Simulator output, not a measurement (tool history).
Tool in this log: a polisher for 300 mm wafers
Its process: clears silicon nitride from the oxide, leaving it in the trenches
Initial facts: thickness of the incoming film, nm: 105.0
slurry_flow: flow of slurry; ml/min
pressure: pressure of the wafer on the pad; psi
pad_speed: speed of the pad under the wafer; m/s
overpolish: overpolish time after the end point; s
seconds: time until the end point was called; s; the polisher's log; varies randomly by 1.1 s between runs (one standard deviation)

run 1 hour=0.0 | slurry_flow=205 pressure=2.3 pad_speed=0.86 overpolish=3 | seconds=157.61
run 2 hour=5.9 | slurry_flow=205 pressure=2.3 pad_speed=0.86 overpolish=3 | seconds=159.57
run 3 hour=8.5 | slurry_flow=205 pressure=2.3 pad_speed=0.86 overpolish=3 | seconds=157.72
run 4 hour=11.6 | slurry_flow=205 pressure=2.5 pad_speed=0.86 overpolish=3 | seconds=144.29
run 5 hour=15.2 | slurry_flow=250 pressure=2.5 pad_speed=0.86 overpolish=3 | seconds=140.66
run 6 hour=22.7 | slurry_flow=250 pressure=2.7 pad_speed=0.86 overpolish=3 | seconds=131.93
run 7 hour=25.8 | slurry_flow=250 pressure=2.9 pad_speed=0.86 overpolish=3 | seconds=122.31
run 8 hour=33.6 | slurry_flow=250 pressure=3.0 pad_speed=0.86 overpolish=3 | seconds=118.08

Run 9 has not been measured yet. What should we expect?
run 9 hour=41.4 | slurry_flow=250 pressure=3.1 pad_speed=0.86 overpolish=3 | seconds=?

{"run 9": {"seconds": 115.27}}

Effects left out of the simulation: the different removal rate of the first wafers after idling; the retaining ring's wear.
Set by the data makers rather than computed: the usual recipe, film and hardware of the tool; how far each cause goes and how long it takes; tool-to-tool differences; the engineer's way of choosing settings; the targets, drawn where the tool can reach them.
